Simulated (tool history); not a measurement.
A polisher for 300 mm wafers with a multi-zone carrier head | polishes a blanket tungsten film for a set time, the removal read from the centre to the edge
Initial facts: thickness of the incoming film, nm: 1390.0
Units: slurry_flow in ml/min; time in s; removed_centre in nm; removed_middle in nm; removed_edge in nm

run    day  slurry_flow  centre_zone  middle_zone  edge_zone  slurry_solids  time  removed_centre  removed_middle  removed_edge
  1  0.000          120         1.00         1.00       1.00           1.00    87          471.97          451.45        453.22
  2  0.096          120         1.00         1.00       1.00           0.85    87          442.58          437.62        439.80
  3  0.233          120         1.00         1.00       1.00           0.85   100          524.63          511.45        502.50
  4  0.350           95         1.00         1.00       1.00           0.85   100          482.44          474.62        482.58
  5  0.708           95         1.00         0.97       1.00           0.85   100          467.59          462.86        481.38
  6  1.050          100         0.98         0.96       1.03           0.90   100          483.94          470.59        497.64
  7  1.250          100         0.95         0.95       1.06           0.95   101          478.51          483.57        516.90

Estimate the outcome of run 8 from the log above:
  8  1.342          105         0.94         0.94       1.08           1.00   101               ?               ?             ?

removed_centre: 495.88 nm
removed_middle: 491.45 nm
removed_edge: 538.26 nm

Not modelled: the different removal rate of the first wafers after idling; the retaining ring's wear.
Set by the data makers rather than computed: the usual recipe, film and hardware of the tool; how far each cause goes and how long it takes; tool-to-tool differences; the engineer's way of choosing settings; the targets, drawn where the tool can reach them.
